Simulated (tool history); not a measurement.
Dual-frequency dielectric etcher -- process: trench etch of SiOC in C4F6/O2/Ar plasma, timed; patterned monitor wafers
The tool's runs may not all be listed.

run,day,source power (kW),bias power (kW),etch time (s),mean etch depth across the wafer (nm)
1,0.000,0.310,0.199,11.5,22.659
2,0.212,0.310,0.234,11.5,23.842
3,0.292,0.280,0.220,11.5,22.486
4,0.546,0.280,0.235,11.5,22.380
5,0.675,0.250,0.231,11.5,21.243
6,0.879,0.280,0.231,11.5,22.616

Run 7 has not been measured yet. What should we expect?
7,1.088,0.250,0.227,11.5,?

Run 7 yielded mean etch depth across the wafer (nm) 21.245.

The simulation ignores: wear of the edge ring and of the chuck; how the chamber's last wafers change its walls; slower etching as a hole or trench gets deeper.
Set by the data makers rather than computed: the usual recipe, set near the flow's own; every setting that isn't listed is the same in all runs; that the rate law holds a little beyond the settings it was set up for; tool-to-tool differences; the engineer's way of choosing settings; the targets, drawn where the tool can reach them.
